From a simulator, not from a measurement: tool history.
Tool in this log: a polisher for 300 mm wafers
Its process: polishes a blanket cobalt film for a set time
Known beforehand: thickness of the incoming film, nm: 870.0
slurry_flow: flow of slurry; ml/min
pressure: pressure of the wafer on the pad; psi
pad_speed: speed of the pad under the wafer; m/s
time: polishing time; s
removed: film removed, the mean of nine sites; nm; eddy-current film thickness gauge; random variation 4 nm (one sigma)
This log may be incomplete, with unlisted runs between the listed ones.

| run | hour | slurry_flow | pressure | pad_speed | time | removed |
|---|---|---|---|---|---|---|
| 1 | 0.0 | 125 | 2.1 | 0.86 | 69 | 277.58 |
| 2 | 2.8 | 125 | 2.1 | 0.86 | 72 | 288.17 |
| 3 | 5.4 | 130 | 2.2 | 0.86 | 72 | 305.16 |
| 4 | 9.6 | 130 | 1.7 | 0.86 | 72 | 236.48 |
| 5 | 14.9 | 130 | 1.3 | 0.86 | 72 | 184.70 |
| 6 | 17.8 | 135 | 1.5 | 0.86 | 72 | 209.74 |

What will run 7 give?
| 7 | 26.1 | 135 | 1.7 | 0.86 | 72 | ? |

removed: 236.26 nm
